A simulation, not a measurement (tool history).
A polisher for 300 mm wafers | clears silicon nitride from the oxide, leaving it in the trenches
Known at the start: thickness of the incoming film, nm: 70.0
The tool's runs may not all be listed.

run	hour	flow of slurry (ml/min)	pressure of the wafer on the pad (psi)	speed of the pad under the wafer (m/s)	overpolish time after the end point (s)	time until the end point was called (s)
1	0.0	140	2.1	0.82	2	131.900
2	2.1	140	2.4	0.86	2	109.260
3	3.3	140	2.6	0.88	2	99.402
4	10.6	140	2.8	0.90	2	89.889
5	15.7	140	2.9	0.92	2	85.740
6	21.2	140	2.9	0.92	2	84.879
7	30.1	140	2.9	0.92	2	85.217
8	37.3	140	3.0	0.94	2	81.256

Run 9 comes next. What will it give?
9	39.2	140	3.1	0.96	2	?

Run 9 gave time until the end point was called (s) 76.701.

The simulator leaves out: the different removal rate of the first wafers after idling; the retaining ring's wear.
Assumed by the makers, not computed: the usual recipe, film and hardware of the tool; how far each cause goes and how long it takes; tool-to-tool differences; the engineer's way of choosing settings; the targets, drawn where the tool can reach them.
